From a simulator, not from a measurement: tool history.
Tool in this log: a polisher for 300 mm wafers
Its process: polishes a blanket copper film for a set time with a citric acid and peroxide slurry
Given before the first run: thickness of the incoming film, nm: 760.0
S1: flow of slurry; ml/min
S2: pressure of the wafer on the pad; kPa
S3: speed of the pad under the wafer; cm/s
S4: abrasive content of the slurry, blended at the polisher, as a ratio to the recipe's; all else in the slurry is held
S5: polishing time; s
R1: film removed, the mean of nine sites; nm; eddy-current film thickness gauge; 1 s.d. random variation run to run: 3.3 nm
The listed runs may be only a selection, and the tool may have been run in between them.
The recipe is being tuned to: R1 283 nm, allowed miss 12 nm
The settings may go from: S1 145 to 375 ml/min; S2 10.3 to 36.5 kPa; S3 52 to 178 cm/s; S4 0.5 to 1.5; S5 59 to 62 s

Run 1, hour 0: S1 240 ml/min, S2 23.4 kPa, S3 114 cm/s, S4 1, S5 59 s. Result: R1 201.71 nm.
Run 2, hour 9: S1 240 ml/min, S2 24.8 kPa, S3 114 cm/s, S4 1, S5 59 s. Result: R1 217.39 nm.
Run 3, hour 14.1: S1 240 ml/min, S2 26.2 kPa, S3 114 cm/s, S4 1, S5 59 s. Result: R1 220.72 nm.
Run 4, hour 20.9: S1 240 ml/min, S2 27.6 kPa, S3 114 cm/s, S4 1, S5 59 s. Result: R1 234.62 nm.
Run 5, hour 21.6: S1 240 ml/min, S2 27.6 kPa, S3 128 cm/s, S4 1, S5 59 s. Result: R1 269.19 nm.
Run 6, hour 29.1: S1 215 ml/min, S2 27.6 kPa, S3 128 cm/s, S4 1, S5 59 s. Result: R1 263.28 nm.
Run 7, hour 37.2: S1 215 ml/min, S2 27.6 kPa, S3 128 cm/s, S4 1, S5 59 s. Result: R1 262.18 nm.
Run 8, hour 38.8: S1 220 ml/min, S2 27.6 kPa, S3 128 cm/s, S4 1, S5 59 s. Result: R1 267.26 nm.
Run 9, hour 42.2: S1 220 ml/min, S2 28.3 kPa, S3 128 cm/s, S4 1, S5 59 s. Result: R1 269.7 nm.

Below are 5 possible settings for the next run. Only one of them brings all results inside the allowed miss of their targets. Which is it?
Run A, hour 45.6: S1 220 ml/min, S2 30.3 kPa, S3 132 cm/s, S4 0.95, S5 62 s. Result: R1 ?.
Run B, hour 45.6: S1 190 ml/min, S2 34.5 kPa, S3 132 cm/s, S4 0.75, S5 62 s. Result: R1 ?.
Run C, hour 45.6: S1 235 ml/min, S2 30.3 kPa, S3 110 cm/s, S4 1.05, S5 59 s. Result: R1 ?.
Run D, hour 45.6: S1 205 ml/min, S2 32.4 kPa, S3 108 cm/s, S4 0.8, S5 61 s. Result: R1 ?.
Run E, hour 45.6: S1 275 ml/min, S2 28.3 kPa, S3 126 cm/s, S4 0.95, S5 62 s. Result: R1 ?.

move      R1
   A  307.11
   B  320.17
   C  253.21
   D  250.45
   E  279.73
A: carries the result that was furthest off beyond its target, to the other side
B: carries the result that was furthest off beyond its target, to the other side
C: lands further from the targets than the last run did
D: lands further from the targets than the last run did
E: all results in spec
So the answer is move E, the one that meets all the targets.
